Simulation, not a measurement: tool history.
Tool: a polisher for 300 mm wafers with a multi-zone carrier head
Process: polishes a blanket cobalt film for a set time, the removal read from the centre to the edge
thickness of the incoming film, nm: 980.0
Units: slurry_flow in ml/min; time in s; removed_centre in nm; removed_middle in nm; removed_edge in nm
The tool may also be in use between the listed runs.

run	hour	slurry_flow	centre_zone	middle_zone	edge_zone	time	removed_centre	removed_middle	removed_edge
1	0	270	1	1	1	53	320.23	320.46	320.21
2	3.1	275	1.03	0.98	1.03	55	339.3	324.27	337.73
3	5.3	275	1.03	0.98	1.03	67	415.6	395.74	411.95
4	13.4	275	1.03	1.06	1.03	67	425.93	426.71	418.08
5	18.9	270	1.06	1.02	1.04	67	431.14	412.52	429.5
6	24.3	270	1.06	1.02	1	67	426.4	415.49	399.17

The next listed run, before its measurement:
7	25	270	1.08	0.98	1.01	67	?	?	?

removed_centre: 442.92 nm
removed_middle: 395.51 nm
removed_edge: 408.34 nm

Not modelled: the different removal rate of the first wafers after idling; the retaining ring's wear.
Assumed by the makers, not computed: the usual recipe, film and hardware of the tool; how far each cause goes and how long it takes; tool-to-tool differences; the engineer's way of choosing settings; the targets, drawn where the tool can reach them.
